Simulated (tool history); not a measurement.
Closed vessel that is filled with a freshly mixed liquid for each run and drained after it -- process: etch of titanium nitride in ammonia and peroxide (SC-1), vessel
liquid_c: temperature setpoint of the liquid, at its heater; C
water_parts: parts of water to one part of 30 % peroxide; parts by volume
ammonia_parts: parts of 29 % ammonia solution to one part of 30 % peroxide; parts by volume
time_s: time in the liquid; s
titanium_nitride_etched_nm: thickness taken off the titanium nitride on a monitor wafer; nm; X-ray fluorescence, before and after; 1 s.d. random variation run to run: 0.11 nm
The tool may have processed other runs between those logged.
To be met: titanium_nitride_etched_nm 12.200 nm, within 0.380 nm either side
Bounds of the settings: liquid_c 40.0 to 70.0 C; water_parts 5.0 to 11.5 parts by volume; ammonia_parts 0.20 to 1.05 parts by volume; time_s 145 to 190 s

run   hour  liquid_c  water_parts  ammonia_parts  time_s  titanium_nitride_etched_nm
  1    0.0      56.0          6.5           0.55     190                      21.780
  2    8.5      59.5          6.5           0.55     190                      27.249
  3   15.4      58.0          6.5           0.55     190                      24.872
  4   16.4      57.0          6.5           0.55     190                      22.971
  5   19.6      57.0          6.5           0.65     190                      23.683
  6   24.1      57.0          6.5           0.50     190                      22.954
  7   30.9      56.0          6.5           0.50     190                      21.225
  8   38.5      55.0          6.5           0.50     190                      19.793
  9   46.1      54.0          6.5           0.50     190                      18.623
 10   53.7      53.5          6.5           0.50     190                      17.895
 11   59.7      53.0          6.5           0.50     190                      17.261
 12   66.4      52.5          6.5           0.50     190                      16.771
 13   69.2      52.0          6.5           0.50     190                      16.522
 14   77.6      51.5          6.5           0.50     190                      15.587
 15   85.0      51.0          6.5           0.50     190                      15.217
 16   91.8      50.5          6.5           0.50     190                      14.686
 17   93.5      50.0          6.5           0.50     190                      14.175
 18  101.2      48.5          6.5           0.50     190                      12.739

Of the 5 settings listed for the next run, only one would bring every result within its allowed miss of target. Which one?
  A  108.9      48.5          6.0           0.50     175                           ?
  B  108.9      53.0          5.0           0.25     145                           ?
  C  108.9      50.0          6.5           0.55     185                           ?
  D  108.9      51.5          6.5           0.60     155                           ?
  E  108.9      50.5          6.5           0.35     190                           ?

move  titanium_nitride_etched_nm
   A                      12.197
   B                      13.410
   C                      13.990
   D                      13.186
   E                      13.798
A: every result lands within tolerance
B: the biggest miss grows against the last run
C: the biggest miss grows against the last run
D: the biggest miss grows against the last run
E: the biggest miss grows against the last run
Correct choice: A, which meets every target
